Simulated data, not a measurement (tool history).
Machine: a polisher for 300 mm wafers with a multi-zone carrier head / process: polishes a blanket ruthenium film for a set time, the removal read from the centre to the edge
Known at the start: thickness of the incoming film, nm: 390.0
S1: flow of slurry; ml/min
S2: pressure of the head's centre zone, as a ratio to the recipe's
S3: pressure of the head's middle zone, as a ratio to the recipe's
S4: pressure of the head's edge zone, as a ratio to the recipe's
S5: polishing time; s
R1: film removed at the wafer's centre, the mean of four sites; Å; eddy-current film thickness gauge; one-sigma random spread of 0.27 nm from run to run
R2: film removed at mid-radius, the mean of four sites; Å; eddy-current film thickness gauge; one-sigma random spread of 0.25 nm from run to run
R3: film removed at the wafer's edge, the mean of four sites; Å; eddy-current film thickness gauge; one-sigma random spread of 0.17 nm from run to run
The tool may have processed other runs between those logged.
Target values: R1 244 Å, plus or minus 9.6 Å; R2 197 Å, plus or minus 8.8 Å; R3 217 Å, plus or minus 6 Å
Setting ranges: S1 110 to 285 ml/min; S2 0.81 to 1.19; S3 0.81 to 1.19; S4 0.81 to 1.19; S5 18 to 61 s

| run | hour | S1 | S2 | S3 | S4 | S5 | R1 | R2 | R3 |
|---|---|---|---|---|---|---|---|---|---|
| 1 | 0 | 180 | 1 | 1 | 1 | 39 | 298.35 | 295.32 | 288.68 |
| 2 | 4.6 | 175 | 1.01 | 0.97 | 0.98 | 37 | 277.95 | 269.76 | 277.42 |
| 3 | 13.2 | 175 | 0.93 | 0.97 | 0.98 | 37 | 257.86 | 264.87 | 276.9 |
| 4 | 14.6 | 175 | 0.93 | 0.97 | 0.98 | 43 | 297 | 311.35 | 317.47 |
| 5 | 18.6 | 175 | 0.98 | 0.97 | 0.98 | 43 | 316.44 | 320.02 | 317.26 |
| 6 | 22.9 | 175 | 0.98 | 0.97 | 1.02 | 43 | 312.35 | 323.52 | 324.17 |
| 7 | 31 | 180 | 1 | 0.96 | 0.99 | 40 | 297.17 | 292.97 | 301.2 |
| 8 | 32 | 175 | 1.02 | 0.95 | 0.96 | 38 | 290.23 | 269.46 | 274.86 |
| 9 | 40.4 | 170 | 1.02 | 0.93 | 0.93 | 37 | 272.02 | 259.54 | 266.97 |
| 10 | 46.7 | 170 | 1.04 | 0.91 | 0.92 | 36 | 272.75 | 253.24 | 258.08 |
| 11 | 48.6 | 170 | 1.06 | 0.89 | 0.92 | 34 | 268.76 | 231 | 243.96 |
| 12 | 55.4 | 165 | 1.06 | 0.88 | 0.91 | 33 | 259.85 | 217.17 | 231.36 |
| 13 | 61.2 | 155 | 1.06 | 0.87 | 0.91 | 33 | 247.96 | 214.18 | 232.29 |
| 14 | 67.6 | 150 | 1.07 | 0.86 | 0.9 | 33 | 255.53 | 211.28 | 226.55 |
| 15 | 71.8 | 125 | 1.04 | 0.81 | 0.89 | 32 | 226.09 | 182.33 | 216.23 |
| 16 | 74 | 125 | 1.04 | 0.81 | 0.89 | 32 | 222.58 | 188.83 | 215.21 |
| 17 | 76.9 | 125 | 1.04 | 0.81 | 0.89 | 32 | 223.84 | 182.78 | 214.65 |
| 18 | 84 | 130 | 1.05 | 0.81 | 0.88 | 32 | 229.32 | 188.98 | 215.21 |
| 19 | 92 | 135 | 1.05 | 0.81 | 0.88 | 32 | 230.46 | 196.08 | 213.41 |

Which of these 5 next moves meets every target?
| A | 100 | 145 | 0.99 | 0.81 | 0.87 | 32 | ? | ? | ? |
| B | 100 | 140 | 1.01 | 0.81 | 0.88 | 32 | ? | ? | ? |
| C | 100 | 160 | 1.09 | 0.82 | 0.91 | 31 | ? | ? | ? |
| D | 100 | 135 | 0.96 | 0.82 | 0.86 | 31 | ? | ? | ? |
| E | 100 | 145 | 0.96 | 0.81 | 0.86 | 32 | ? | ? | ? |

| move | R1 | R2 | R3 |
|---|---|---|---|
| A | 223.08 | 195.36 | 218.7 |
| B | 225.54 | 193.76 | 218.58 |
| C | 243.84 | 195.08 | 219.5 |
| D | 205.55 | 188 | 208.24 |
| E | 216.26 | 195.39 | 217.57 |
A: its largest miss is bigger than the last run's
B: its largest miss is bigger than the last run's
C: all results in spec
D: its largest miss is bigger than the last run's
E: its largest miss is bigger than the last run's
Move C is the one to make.
